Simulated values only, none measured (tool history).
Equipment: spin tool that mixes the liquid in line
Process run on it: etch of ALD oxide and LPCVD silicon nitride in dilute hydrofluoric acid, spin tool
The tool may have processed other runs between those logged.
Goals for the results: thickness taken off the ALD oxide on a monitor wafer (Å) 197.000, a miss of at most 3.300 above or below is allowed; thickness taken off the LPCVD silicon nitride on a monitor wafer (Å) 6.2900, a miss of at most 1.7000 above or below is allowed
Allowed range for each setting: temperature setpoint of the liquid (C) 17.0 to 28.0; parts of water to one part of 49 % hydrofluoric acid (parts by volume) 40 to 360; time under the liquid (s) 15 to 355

run	day	temperature setpoint of the liquid (C)	parts of water to one part of 49 % hydrofluoric acid (parts by volume)	time under the liquid (s)	thickness taken off the ALD oxide on a monitor wafer (Å)	thickness taken off the LPCVD silicon nitride on a monitor wafer (Å)
1	0.000	20.0	200	180	102.090	3.0252
2	0.154	22.5	200	180	112.900	4.0289
3	0.292	22.5	200	150	93.326	3.0495
4	0.325	21.0	200	150	88.831	3.1201
5	0.475	21.0	200	180	106.510	3.5234
6	0.746	22.5	185	180	122.730	4.4937
7	1.112	23.5	170	180	143.100	4.1794
8	1.262	27.0	145	190	206.410	8.3390
9	1.362	26.5	145	190	201.760	7.2480

Exercise: of the 4 proposed moves below, exactly one satisfies all targets within the stated allowed misses. Which move is it?
A	1.462	23.0	125	185	?	?
B	1.462	19.0	85	140	?	?
C	1.462	24.0	125	170	?	?
D	1.462	27.0	165	225	?	?

move	thickness taken off the ALD oxide on a monitor wafer (Å)	thickness taken off the LPCVD silicon nitride on a monitor wafer (Å)
A	204.000	6.3323
B	201.980	5.3377
C	194.930	6.2126
D	208.720	7.5539
A: moves away from the targets compared with the last run
B: no nearer and no further than the last run
C: all results in spec
D: moves away from the targets compared with the last run
Answer: C

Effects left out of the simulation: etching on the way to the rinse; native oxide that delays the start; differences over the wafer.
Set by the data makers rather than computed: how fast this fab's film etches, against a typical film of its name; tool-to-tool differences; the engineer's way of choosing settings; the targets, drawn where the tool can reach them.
